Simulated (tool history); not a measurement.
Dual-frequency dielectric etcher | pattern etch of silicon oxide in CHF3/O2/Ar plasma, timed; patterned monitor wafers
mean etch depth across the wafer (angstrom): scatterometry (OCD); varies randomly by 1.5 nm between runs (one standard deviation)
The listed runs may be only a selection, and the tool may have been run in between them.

run  hour  source power (kW)  bias power (kW)  etch time (s)  mean etch depth across the wafer (angstrom)
  1   0.0              0.490            0.226            296                                       6438.8
  2   6.3              0.550            0.226            296                                       6691.6
  3   9.7              0.630            0.226            296                                       6962.7
  4  10.4              0.550            0.226            296                                       6647.0
  5  11.2              0.610            0.226            296                                       6940.1
  6  18.9              0.610            0.226            272                                       6364.1
  7  25.9              0.590            0.222            272                                       6294.4

The next listed run, before its measurement:
  8  34.1              0.570            0.220            272                                            ?

mean etch depth across the wafer (angstrom): 6198.9

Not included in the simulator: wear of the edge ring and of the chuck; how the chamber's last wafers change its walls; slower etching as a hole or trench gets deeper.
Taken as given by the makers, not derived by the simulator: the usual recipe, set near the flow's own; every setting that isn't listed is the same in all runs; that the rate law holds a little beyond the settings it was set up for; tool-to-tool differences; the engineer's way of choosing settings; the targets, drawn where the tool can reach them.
